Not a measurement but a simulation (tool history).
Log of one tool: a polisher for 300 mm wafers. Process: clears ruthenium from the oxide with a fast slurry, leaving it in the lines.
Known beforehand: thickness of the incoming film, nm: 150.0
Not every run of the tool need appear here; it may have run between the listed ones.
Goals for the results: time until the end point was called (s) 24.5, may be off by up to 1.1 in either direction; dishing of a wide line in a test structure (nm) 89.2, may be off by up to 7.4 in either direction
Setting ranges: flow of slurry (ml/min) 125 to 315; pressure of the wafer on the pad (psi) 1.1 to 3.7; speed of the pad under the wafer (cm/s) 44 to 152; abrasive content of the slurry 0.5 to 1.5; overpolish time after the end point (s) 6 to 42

run	hour	flow of slurry (ml/min)	pressure of the wafer on the pad (psi)	speed of the pad under the wafer (cm/s)	abrasive content of the slurry	overpolish time after the end point (s)	time until the end point was called (s)	dishing of a wide line in a test structure (nm)
1	0	205	2.4	98	1	21	36.817	55.608
2	1.4	205	2.4	112	1	21	32.636	59.439
3	4.3	205	2.4	102	1	21	35.547	57.067
4	8.1	205	2.6	102	1	22	32.017	60.865
5	12.8	205	2.6	102	1	29	32.928	74.697
6	15	205	2.6	102	1.1	29	32.366	78.008
7	15.5	205	2.7	102	1.1	29	29.519	73.547
8	17.3	205	3	106	1.1	34	25.94	91.426

Below are 5 possible settings for the next run. Only one of them brings all results inside the allowed miss of their targets. Which is it?
A	19.1	220	3.1	98	1.1	37	?	?
B	19.1	195	3.5	82	1.15	36	?	?
C	19.1	200	2.2	132	1.4	27	?	?
D	19.1	190	3.2	90	1.25	37	?	?
E	19.1	195	3.2	128	0.75	29	?	?

move	time until the end point was called (s)	dishing of a wide line in a test structure (nm)
A	27.555	92.772
B	28.907	89.678
C	26.545	80.981
D	28.019	92.094
E	24.482	87.569
A: its largest miss is bigger than the last run's
B: its largest miss is bigger than the last run's
C: its largest miss is bigger than the last run's
D: its largest miss is bigger than the last run's
E: hits every target within its allowed miss
So the answer is move E, the one that meets all the targets.

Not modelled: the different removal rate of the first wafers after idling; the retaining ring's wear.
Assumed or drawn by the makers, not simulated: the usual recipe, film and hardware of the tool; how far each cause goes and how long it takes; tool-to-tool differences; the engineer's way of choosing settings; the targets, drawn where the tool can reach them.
